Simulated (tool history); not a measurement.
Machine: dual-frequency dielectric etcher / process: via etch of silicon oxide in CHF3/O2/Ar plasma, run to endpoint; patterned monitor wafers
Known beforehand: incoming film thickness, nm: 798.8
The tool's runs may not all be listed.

{"run": 1, "day": 0.0, "source power (kW)": 0.56, "bias power (kW)": 0.13, "endpoint time (s)": 452.94}
{"run": 2, "day": 0.338, "source power (kW)": 0.56, "bias power (kW)": 0.11, "endpoint time (s)": 469.4}
{"run": 3, "day": 0.592, "source power (kW)": 0.61, "bias power (kW)": 0.11, "endpoint time (s)": 461.29}
{"run": 4, "day": 0.954, "source power (kW)": 0.61, "bias power (kW)": 0.089, "endpoint time (s)": 478.45}
{"run": 5, "day": 1.258, "source power (kW)": 0.58, "bias power (kW)": 0.088, "endpoint time (s)": 487.73}
{"run": 6, "day": 1.492, "source power (kW)": 0.56, "bias power (kW)": 0.087, "endpoint time (s)": 494.71}
{"day": 1.8, "done": "wet clean of the chamber"}
{"run": 7, "day": 1.8, "source power (kW)": 0.51, "bias power (kW)": 0.086, "endpoint time (s)": 492.44}
{"run": 8, "day": 2.133, "source power (kW)": 0.4, "bias power (kW)": 0.079, "endpoint time (s)": 549.96}
{"run": 9, "day": 2.362, "source power (kW)": 0.43, "bias power (kW)": 0.08, "endpoint time (s)": 530.82}

Estimate the outcome of run 10 from the log above:
{"run": 10, "day": 2.5, "source power (kW)": 0.45, "bias power (kW)": 0.081, "endpoint time (s)": "?"}

Run 10 produced endpoint time (s) 528.19.
